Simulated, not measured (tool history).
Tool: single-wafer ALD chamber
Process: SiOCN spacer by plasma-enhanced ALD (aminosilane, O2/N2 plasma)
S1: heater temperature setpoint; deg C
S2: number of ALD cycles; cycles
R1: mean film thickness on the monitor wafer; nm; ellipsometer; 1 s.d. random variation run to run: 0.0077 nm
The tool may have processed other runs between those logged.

run 1 hour=0 | S1=400 S2=56 | R1=3.373
run 2 hour=3.3 | S1=400 S2=51 | R1=3.0632
run 3 hour=6.6 | S1=402 S2=49 | R1=2.9173
run 4 hour=9.5 | S1=393 S2=49 | R1=2.9334
run 5 hour=13.2 | S1=385 S2=49 | R1=2.9395
run 6 hour=17.1 | S1=385 S2=47 | R1=2.8284
run 7 hour=20.9 | S1=397 S2=43 | R1=2.5802

The next listed run, before its measurement:
run 8 hour=21.7 | S1=392 S2=43 | R1=?

Run 8 yielded R1 2.584 nm.
